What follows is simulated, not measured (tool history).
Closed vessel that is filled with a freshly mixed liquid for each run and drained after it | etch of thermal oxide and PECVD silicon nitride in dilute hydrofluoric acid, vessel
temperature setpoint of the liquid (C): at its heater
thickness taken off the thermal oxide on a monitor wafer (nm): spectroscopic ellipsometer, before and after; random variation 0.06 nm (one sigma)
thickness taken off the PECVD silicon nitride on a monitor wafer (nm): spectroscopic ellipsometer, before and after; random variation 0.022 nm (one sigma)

| run | day | temperature setpoint of the liquid (C) | parts of water to one part of 49 % hydrofluoric acid (parts by volume) | time in the liquid (s) | thickness taken off the thermal oxide on a monitor wafer (nm) | thickness taken off the PECVD silicon nitride on a monitor wafer (nm) |
|---|---|---|---|---|---|---|
| 1 | 0.000 | 24.0 | 130 | 890 | 30.060 | 12.1990 |
| 2 | 0.171 | 24.0 | 130 | 1240 | 41.887 | 17.0520 |
| 3 | 0.342 | 24.0 | 95 | 1240 | 59.647 | 23.2720 |
| 4 | 0.525 | 24.0 | 115 | 1240 | 48.284 | 19.2180 |
| 5 | 0.762 | 24.0 | 130 | 1240 | 41.737 | 16.9980 |
| 6 | 0.846 | 24.0 | 150 | 1240 | 35.554 | 14.7030 |
| 7 | 1.067 | 24.0 | 160 | 1225 | 32.387 | 13.7350 |
| 8 | 1.350 | 24.0 | 170 | 1215 | 29.838 | 12.8240 |
| 9 | 1.554 | 24.0 | 180 | 1200 | 27.377 | 11.9310 |
| 10 | 1.667 | 22.0 | 230 | 1075 | 17.208 | 7.3779 |
| 11 | 1.917 | 22.0 | 230 | 1055 | 16.781 | 7.2320 |
|  | 2.129 | thermometer replaced |
| 12 | 2.129 | 22.0 | 230 | 1035 | 15.509 | 6.4219 |

The next listed run, before its measurement:
| 13 | 2.171 | 22.5 | 230 | 1025 | ? | ? |

{"run 13": {"thickness taken off the thermal oxide on a monitor wafer (nm)": 15.609, "thickness taken off the PECVD silicon nitride on a monitor wafer (nm)": 6.5739}}
